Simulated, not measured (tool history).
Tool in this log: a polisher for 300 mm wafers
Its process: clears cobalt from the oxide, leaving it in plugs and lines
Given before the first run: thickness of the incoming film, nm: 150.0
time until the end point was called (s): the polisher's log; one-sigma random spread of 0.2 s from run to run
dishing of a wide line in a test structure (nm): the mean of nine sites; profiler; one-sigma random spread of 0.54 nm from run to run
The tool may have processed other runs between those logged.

| run | hour | flow of slurry (ml/min) | pressure of the wafer on the pad (kPa) | speed of the pad under the wafer (m/s) | overpolish time after the end point (s) | time until the end point was called (s) | dishing of a wide line in a test structure (nm) |
|---|---|---|---|---|---|---|---|
| 1 | 0.0 | 275 | 8.3 | 1.08 | 28 | 42.833 | 41.218 |
| 2 | 1.6 | 275 | 8.3 | 0.84 | 28 | 52.494 | 37.600 |
| 3 | 9.8 | 275 | 8.3 | 0.84 | 19 | 53.115 | 30.687 |
| 4 | 12.4 | 315 | 8.3 | 0.84 | 19 | 51.398 | 30.353 |
| 5 | 14.8 | 315 | 10.3 | 0.84 | 19 | 41.766 | 34.526 |
| 6 | 22.2 | 335 | 10.3 | 0.92 | 17 | 37.708 | 35.057 |
| 7 | 28.0 | 350 | 10.3 | 0.96 | 16 | 36.257 | 34.434 |
| 8 | 30.4 | 360 | 10.3 | 1.00 | 15 | 34.623 | 33.909 |
| 9 | 39.2 | 370 | 10.3 | 1.04 | 14 | 33.795 | 33.293 |

Run 10 has not been measured yet. What should we expect?
| 10 | 44.1 | 380 | 10.3 | 1.10 | 13 | ? | ? |

{"run 10": {"time until the end point was called (s)": 31.909, "dishing of a wide line in a test structure (nm)": 33.832}}

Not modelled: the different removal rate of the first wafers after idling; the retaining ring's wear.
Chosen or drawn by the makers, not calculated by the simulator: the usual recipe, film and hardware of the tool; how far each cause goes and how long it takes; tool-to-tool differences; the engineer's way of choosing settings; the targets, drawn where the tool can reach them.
